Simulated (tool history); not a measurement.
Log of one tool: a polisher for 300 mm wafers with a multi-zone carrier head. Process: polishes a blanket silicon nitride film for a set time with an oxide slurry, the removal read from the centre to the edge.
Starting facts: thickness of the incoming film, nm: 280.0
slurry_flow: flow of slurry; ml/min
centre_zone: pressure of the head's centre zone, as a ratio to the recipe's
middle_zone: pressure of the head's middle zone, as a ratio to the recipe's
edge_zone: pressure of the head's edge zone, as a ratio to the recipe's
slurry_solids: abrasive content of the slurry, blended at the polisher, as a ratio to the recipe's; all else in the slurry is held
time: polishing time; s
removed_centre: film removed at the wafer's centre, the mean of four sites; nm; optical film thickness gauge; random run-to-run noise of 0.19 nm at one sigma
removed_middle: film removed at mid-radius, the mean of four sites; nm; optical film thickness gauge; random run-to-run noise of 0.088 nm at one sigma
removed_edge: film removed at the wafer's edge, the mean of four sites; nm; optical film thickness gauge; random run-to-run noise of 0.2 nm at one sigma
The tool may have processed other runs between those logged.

run	day	slurry_flow	centre_zone	middle_zone	edge_zone	slurry_solids	time	removed_centre	removed_middle	removed_edge
1	0.000	260	1.00	1.00	1.00	1.00	52	22.299	22.024	22.599
2	0.079	260	1.08	1.00	1.00	1.00	52	22.936	22.249	22.455
3	0.388	260	1.08	1.07	1.00	1.00	52	23.606	23.721	22.051
4	0.683	260	1.08	1.14	1.00	1.00	52	23.008	24.489	22.368
5	0.996	250	1.05	1.09	1.00	0.90	49	19.703	21.433	20.075
6	1.250	250	1.05	1.12	1.00	0.90	49	20.150	21.796	19.098

Forecast run 7:
7	1.292	235	1.11	1.02	0.97	0.65	35	?	?	?

Run 7 yielded removed_centre 12.236 nm, removed_middle 11.344 nm, removed_edge 11.185 nm.

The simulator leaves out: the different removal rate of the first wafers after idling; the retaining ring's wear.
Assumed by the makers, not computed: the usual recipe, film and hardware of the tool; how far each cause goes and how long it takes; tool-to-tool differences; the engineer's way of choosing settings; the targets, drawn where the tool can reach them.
